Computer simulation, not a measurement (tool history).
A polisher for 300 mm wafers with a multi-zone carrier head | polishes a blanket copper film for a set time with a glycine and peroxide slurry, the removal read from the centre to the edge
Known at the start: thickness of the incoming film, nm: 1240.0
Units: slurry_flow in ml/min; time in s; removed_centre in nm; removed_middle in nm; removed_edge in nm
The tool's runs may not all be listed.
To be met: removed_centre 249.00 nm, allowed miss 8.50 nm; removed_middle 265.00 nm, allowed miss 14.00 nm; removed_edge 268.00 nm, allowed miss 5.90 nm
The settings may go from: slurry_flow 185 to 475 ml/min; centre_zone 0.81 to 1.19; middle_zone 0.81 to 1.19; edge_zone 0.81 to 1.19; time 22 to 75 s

run 1 hour=0.0 | slurry_flow=305 centre_zone=1.00 middle_zone=1.00 edge_zone=1.00 time=48 | removed_centre=297.35 removed_middle=282.78 removed_edge=288.43
run 2 hour=2.8 | slurry_flow=295 centre_zone=0.96 middle_zone=0.99 edge_zone=0.98 time=48 | removed_centre=279.61 removed_middle=279.11 removed_edge=284.45
run 3 hour=9.7 | slurry_flow=295 centre_zone=0.96 middle_zone=1.03 edge_zone=0.98 time=48 | removed_centre=279.01 removed_middle=294.33 removed_edge=286.78
run 4 hour=14.8 | slurry_flow=295 centre_zone=0.96 middle_zone=1.03 edge_zone=1.05 time=48 | removed_centre=279.62 removed_middle=289.84 removed_edge=292.61
run 5 hour=20.0 | slurry_flow=295 centre_zone=0.91 middle_zone=1.03 edge_zone=1.05 time=48 | removed_centre=264.64 removed_middle=287.22 removed_edge=297.22
run 6 hour=21.5 | slurry_flow=355 centre_zone=0.91 middle_zone=1.03 edge_zone=1.05 time=48 | removed_centre=271.01 removed_middle=300.87 removed_edge=295.88
run 7 hour=24.0 | slurry_flow=345 centre_zone=0.90 middle_zone=1.01 edge_zone=1.01 time=47 | removed_centre=260.52 removed_middle=283.13 removed_edge=289.20
run 8 hour=24.7 | slurry_flow=335 centre_zone=0.90 middle_zone=1.01 edge_zone=0.98 time=46 | removed_centre=256.20 removed_middle=280.92 removed_edge=276.19

Which of these 4 next moves meets every target?
run A hour=25.4 | slurry_flow=410 centre_zone=0.92 middle_zone=1.02 edge_zone=1.04 time=43 | removed_centre=? removed_middle=? removed_edge=?
run B hour=25.4 | slurry_flow=390 centre_zone=0.94 middle_zone=1.07 edge_zone=0.88 time=46 | removed_centre=? removed_middle=? removed_edge=?
run C hour=25.4 | slurry_flow=335 centre_zone=0.94 middle_zone=1.03 edge_zone=0.96 time=43 | removed_centre=? removed_middle=? removed_edge=?
run D hour=25.4 | slurry_flow=475 centre_zone=0.94 middle_zone=1.16 edge_zone=0.96 time=44 | removed_centre=? removed_middle=? removed_edge=?

move=A removed_centre=247.94 removed_middle=261.81 removed_edge=269.76
move=B removed_centre=270.00 removed_middle=290.62 removed_edge=265.70
move=C removed_centre=248.70 removed_middle=259.55 removed_edge=256.13
move=D removed_centre=262.42 removed_middle=302.08 removed_edge=267.16
A: meets every target
B: brings the result that was furthest off to its target, and leaves another outside
C: takes the result that was furthest off past its target
D: brings the result that was furthest off to its target, and leaves another outside
Move A is the one to make.

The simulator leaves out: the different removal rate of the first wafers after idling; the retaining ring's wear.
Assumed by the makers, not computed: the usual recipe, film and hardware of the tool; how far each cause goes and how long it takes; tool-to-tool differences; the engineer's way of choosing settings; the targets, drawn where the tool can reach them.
